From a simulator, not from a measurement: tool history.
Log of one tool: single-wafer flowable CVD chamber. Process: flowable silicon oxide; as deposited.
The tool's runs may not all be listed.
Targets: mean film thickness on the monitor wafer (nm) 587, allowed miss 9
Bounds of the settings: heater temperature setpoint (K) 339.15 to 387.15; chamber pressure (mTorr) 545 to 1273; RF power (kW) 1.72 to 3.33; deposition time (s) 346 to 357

run,hour,heater temperature setpoint (K),chamber pressure (mTorr),RF power (kW),deposition time (s),mean film thickness on the monitor wafer (nm)
1,0,363.15,909,2.525,346,331.31
2,0.7,363.15,1006,2.525,346,366.4
3,5.1,356.15,1006,2.525,346,440.32
4,9.4,354.15,1006,2.525,346,467.09
5,17.7,354.15,874,2.525,346,405.46
6,20.1,343.15,874,2.525,346,518.28
7,25.2,343.15,874,2.525,346,518.73
8,29.2,342.15,878,2.525,346,532.74
9,33.3,342.15,881,2.525,346,533.87
10,39.8,339.15,882,2.525,346,565.25
11,45.6,339.15,888,2.525,346,569.19
12,49.8,339.15,893,2.525,346,573.64
13,52.3,339.15,896,2.525,346,575.35

5 next moves are on the table. One of them brings every result within its allowed miss. Which?
A,54.8,339.15,853,2.635,349,?
B,54.8,343.15,940,2.42,353,?
C,54.8,341.15,884,2.405,357,?
D,54.8,340.15,896,2.425,351,?
E,54.8,339.15,900,2.39,353,?

move,mean film thickness on the monitor wafer (nm)
A,555.24
B,565.67
C,560.23
D,569.48
E,583.35
A: further off than the last run
B: further off than the last run
C: further off than the last run
D: further off than the last run
E: meets every target
Move E is the one to make.

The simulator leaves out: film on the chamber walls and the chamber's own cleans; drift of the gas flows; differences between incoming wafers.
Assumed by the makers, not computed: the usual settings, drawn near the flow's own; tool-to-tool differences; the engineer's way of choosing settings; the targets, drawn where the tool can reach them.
